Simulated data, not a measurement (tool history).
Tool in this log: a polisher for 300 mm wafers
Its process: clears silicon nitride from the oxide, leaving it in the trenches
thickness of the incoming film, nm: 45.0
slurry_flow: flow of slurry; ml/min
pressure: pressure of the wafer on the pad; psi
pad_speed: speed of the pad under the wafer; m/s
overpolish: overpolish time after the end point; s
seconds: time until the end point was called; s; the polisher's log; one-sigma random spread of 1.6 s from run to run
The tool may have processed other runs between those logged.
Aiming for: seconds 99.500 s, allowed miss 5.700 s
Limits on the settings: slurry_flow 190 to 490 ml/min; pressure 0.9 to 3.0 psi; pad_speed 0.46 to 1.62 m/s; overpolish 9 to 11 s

{"run": 1, "hour": 0.0, "slurry_flow": 315, "pressure": 1.9, "pad_speed": 1.04, "overpolish": 11, "seconds": 72.963}
{"run": 2, "hour": 6.6, "slurry_flow": 315, "pressure": 1.9, "pad_speed": 1.28, "overpolish": 11, "seconds": 60.085}
{"run": 3, "hour": 13.3, "slurry_flow": 315, "pressure": 1.9, "pad_speed": 1.08, "overpolish": 11, "seconds": 70.228}
{"run": 4, "hour": 19.2, "slurry_flow": 315, "pressure": 1.8, "pad_speed": 1.08, "overpolish": 11, "seconds": 70.832}
{"run": 5, "hour": 22.6, "slurry_flow": 315, "pressure": 2.3, "pad_speed": 1.08, "overpolish": 11, "seconds": 63.876}
{"run": 6, "hour": 28.5, "slurry_flow": 315, "pressure": 2.1, "pad_speed": 1.02, "overpolish": 11, "seconds": 70.668}
{"run": 7, "hour": 34.1, "slurry_flow": 315, "pressure": 1.9, "pad_speed": 1.0, "overpolish": 11, "seconds": 75.774}
{"run": 8, "hour": 40.3, "slurry_flow": 315, "pressure": 1.7, "pad_speed": 0.98, "overpolish": 11, "seconds": 81.091}
{"run": 9, "hour": 46.4, "slurry_flow": 315, "pressure": 1.6, "pad_speed": 0.96, "overpolish": 11, "seconds": 84.808}
{"run": 10, "hour": 48.9, "slurry_flow": 315, "pressure": 1.5, "pad_speed": 0.94, "overpolish": 11, "seconds": 87.964}

Pick the move, out of 4, that brings all results within their allowed miss; only one does.
{"run": "A", "hour": 51.4, "slurry_flow": 255, "pressure": 1.8, "pad_speed": 1.04, "overpolish": 9, "seconds": "?"}
{"run": "B", "hour": 51.4, "slurry_flow": 390, "pressure": 2.0, "pad_speed": 0.88, "overpolish": 11, "seconds": "?"}
{"run": "C", "hour": 51.4, "slurry_flow": 325, "pressure": 1.9, "pad_speed": 0.96, "overpolish": 11, "seconds": "?"}
{"run": "D", "hour": 51.4, "slurry_flow": 295, "pressure": 1.5, "pad_speed": 0.86, "overpolish": 10, "seconds": "?"}

move=A seconds=77.126
move=B seconds=82.966
move=C seconds=79.510
move=D seconds=101.800
A: the biggest miss grows against the last run
B: the biggest miss grows against the last run
C: the biggest miss grows against the last run
D: in spec on every target
Move D is the one to make.
